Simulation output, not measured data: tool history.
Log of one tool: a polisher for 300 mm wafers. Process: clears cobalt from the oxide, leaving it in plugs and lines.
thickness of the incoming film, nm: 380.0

run  hour  flow of slurry (ml/min)  pressure of the wafer on the pad (psi)  speed of the pad under the wafer (cm/s)  overpolish time after the end point (s)  time until the end point was called (s)  dishing of a wide line in a test structure (angstrom)
  1     0                      295                                     1.9                                      110                                        9                                   65.224                                                 338.83
  2   8.7                      295                                     2.1                                      110                                        9                                   59.945                                                  354.4
  3  13.5                      295                                     1.9                                      110                                        9                                   63.609                                                 338.83
  4  14.1                      295                                     1.9                                       90                                        9                                   79.252                                                 294.88
  5    16                      295                                     1.8                                       90                                        9                                     80.6                                                 283.03
  6  16.7                      295                                     1.8                                       90                                        7                                   80.888                                                 234.29
  7  25.1                      295                                     1.7                                       90                                        7                                   88.919                                                 225.86

Run 8 comes next. What will it give?
  8  27.4                      295                                     1.6                                       90                                        7                                        ?                                                      ?

time until the end point was called (s): 95.587
dishing of a wide line in a test structure (angstrom): 213.86
